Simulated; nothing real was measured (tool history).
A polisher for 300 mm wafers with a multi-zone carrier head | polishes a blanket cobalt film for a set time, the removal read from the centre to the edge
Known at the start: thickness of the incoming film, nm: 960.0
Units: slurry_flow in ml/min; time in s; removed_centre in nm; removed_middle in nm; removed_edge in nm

run,hour,slurry_flow,centre_zone,middle_zone,edge_zone,time,removed_centre,removed_middle,removed_edge
1,0.0,245,1.00,1.00,1.00,66,350.91,351.64,355.51
2,6.3,240,1.02,0.96,0.96,64,345.40,327.31,327.66
3,15.0,240,1.02,0.96,0.93,64,339.60,330.16,329.71
4,23.3,235,1.03,0.93,0.92,63,340.01,314.89,322.77
5,27.7,235,0.99,0.93,0.92,63,329.27,315.94,320.67
6,30.6,235,0.99,0.96,0.92,63,323.98,329.27,327.52

Run 7 comes next. What will it give?
7,35.3,235,0.99,0.96,0.92,63,?,?,?

removed_centre: 324.63 nm
removed_middle: 322.95 nm
removed_edge: 320.10 nm
